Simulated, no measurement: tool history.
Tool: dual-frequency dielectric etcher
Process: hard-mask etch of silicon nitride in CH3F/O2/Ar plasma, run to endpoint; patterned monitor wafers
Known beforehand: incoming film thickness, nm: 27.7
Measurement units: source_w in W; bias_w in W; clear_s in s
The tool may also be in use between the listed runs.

Run 1, day 0.000: source_w 530 W, bias_w 95 W. Result: clear_s 33.103 s.
Run 2, day 0.167: source_w 530 W, bias_w 81 W. Result: clear_s 34.937 s.
Run 3, day 0.383: source_w 600 W, bias_w 81 W. Result: clear_s 33.330 s.
Run 4, day 0.629: source_w 610 W, bias_w 83 W. Result: clear_s 32.803 s.
Run 5, day 0.921: source_w 530 W, bias_w 83 W. Result: clear_s 34.485 s.
Run 6, day 1.250: source_w 580 W, bias_w 83 W. Result: clear_s 33.652 s.

What does the tool deliver on the next run?
Run 7, day 1.538: source_w 600 W, bias_w 85 W. Result: clear_s ?.

{"run 7": {"clear_s": 32.665}}
